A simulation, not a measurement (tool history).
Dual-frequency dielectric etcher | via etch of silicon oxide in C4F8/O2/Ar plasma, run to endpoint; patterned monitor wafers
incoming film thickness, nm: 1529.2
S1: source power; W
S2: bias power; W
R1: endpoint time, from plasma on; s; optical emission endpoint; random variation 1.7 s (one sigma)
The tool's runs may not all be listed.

run  hour    S1    S2      R1
  1   0.0  1580  2267  311.07
  2   3.7  1510  2234  314.33
  3   8.4  1330  2234  325.82
  4  11.8  1330  2405  319.83
  5  20.4  1280  2348  324.48
  6  23.0  1280  2755  312.16

The next listed run, before its measurement:
  7  25.0  1230  2651   ?

Run 7 gave R1 322.59 s.
